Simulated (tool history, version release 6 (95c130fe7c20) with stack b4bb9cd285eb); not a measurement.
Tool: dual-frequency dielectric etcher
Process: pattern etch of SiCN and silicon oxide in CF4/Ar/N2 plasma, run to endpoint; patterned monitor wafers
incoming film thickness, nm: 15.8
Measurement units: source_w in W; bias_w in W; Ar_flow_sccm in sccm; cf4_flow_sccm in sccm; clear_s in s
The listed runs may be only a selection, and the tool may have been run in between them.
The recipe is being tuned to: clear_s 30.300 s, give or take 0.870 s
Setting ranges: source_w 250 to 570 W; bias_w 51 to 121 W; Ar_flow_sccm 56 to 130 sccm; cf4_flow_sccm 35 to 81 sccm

run,day,source_w,bias_w,Ar_flow_sccm,cf4_flow_sccm,clear_s
1,0.000,410,86,93,58,19.205
2,0.167,410,77,93,58,20.162
3,0.292,360,72,94,57,22.766
4,0.575,320,67,96,56,25.800
5,0.942,320,67,85,56,25.488
6,1.208,320,67,74,56,25.116
# day 1.304: source power generator calibrated
7,1.304,250,57,77,54,33.252
8,1.421,260,57,77,54,32.363
9,1.562,270,57,77,54,31.691

Pick the move, out of 4, that brings all results within their allowed miss; only one does.
A,1.704,290,51,101,51,?
B,1.704,260,52,58,54,?
C,1.704,290,56,91,68,?
D,1.704,250,60,91,46,?

move,clear_s
A,33.300
B,32.935
C,29.931
D,33.833
A: moves away from the targets compared with the last run
B: moves away from the targets compared with the last run
C: hits every target within its allowed miss
D: moves away from the targets compared with the last run
Go with C: it meets all targets.
